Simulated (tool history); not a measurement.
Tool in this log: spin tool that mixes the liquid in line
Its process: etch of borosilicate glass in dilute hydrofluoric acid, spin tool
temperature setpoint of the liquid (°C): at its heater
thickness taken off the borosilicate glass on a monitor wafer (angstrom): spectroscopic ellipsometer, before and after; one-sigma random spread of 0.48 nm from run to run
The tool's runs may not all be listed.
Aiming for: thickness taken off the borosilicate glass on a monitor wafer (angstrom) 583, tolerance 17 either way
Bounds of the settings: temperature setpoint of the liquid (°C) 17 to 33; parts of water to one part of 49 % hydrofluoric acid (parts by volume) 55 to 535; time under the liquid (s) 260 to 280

| run | hour | temperature setpoint of the liquid (°C) | parts of water to one part of 49 % hydrofluoric acid (parts by volume) | time under the liquid (s) | thickness taken off the borosilicate glass on a monitor wafer (angstrom) |
|---|---|---|---|---|---|
| 1 | 0 | 25 | 295 | 260 | 266.88 |
| 2 | 7.7 | 25 | 400 | 260 | 175.23 |
| 3 | 15.6 | 25 | 400 | 260 | 178.48 |
| 4 | 20.3 | 26.5 | 345 | 260 | 226.81 |
| 5 | 22.7 | 26.5 | 345 | 260 | 228.6 |
| 6 | 29.1 | 27.5 | 300 | 260 | 284.57 |
| 7 | 35.3 | 28.5 | 270 | 260 | 343.85 |
| 8 | 41.9 | 29.5 | 250 | 260 | 387.64 |
| 9 | 44.1 | 29.5 | 250 | 260 | 382.36 |
| 10 | 49.1 | 30 | 235 | 260 | 422.26 |
| 11 | 56.3 | 33 | 180 | 260 | 660.47 |
| 12 | 59.5 | 32.5 | 180 | 260 | 642.85 |
| 13 | 60.5 | 32 | 180 | 260 | 629.36 |
| 14 | 61.3 | 31.5 | 180 | 260 | 632.37 |
| 15 | 63.1 | 31 | 180 | 260 | 617.51 |
| 16 | 71.5 | 30.5 | 180 | 260 | 603.15 |

Pick the move, out of 5, that brings all results within their allowed miss; only one does.
| A | 79.9 | 32.5 | 205 | 260 | ? |
| B | 79.9 | 27.5 | 180 | 260 | ? |
| C | 79.9 | 31.5 | 200 | 260 | ? |
| D | 79.9 | 32 | 200 | 275 | ? |
| E | 79.9 | 29.5 | 190 | 260 | ? |

| move | thickness taken off the borosilicate glass on a monitor wafer (angstrom) |
|---|---|
| A | 552.6 |
| B | 545.57 |
| C | 551.14 |
| D | 592.89 |
| E | 548.27 |
A: takes the biggest miss from the last run beyond its target
B: takes the biggest miss from the last run beyond its target
C: takes the biggest miss from the last run beyond its target
D: in spec on every target
E: takes the biggest miss from the last run beyond its target
Correct choice: D, which meets every target

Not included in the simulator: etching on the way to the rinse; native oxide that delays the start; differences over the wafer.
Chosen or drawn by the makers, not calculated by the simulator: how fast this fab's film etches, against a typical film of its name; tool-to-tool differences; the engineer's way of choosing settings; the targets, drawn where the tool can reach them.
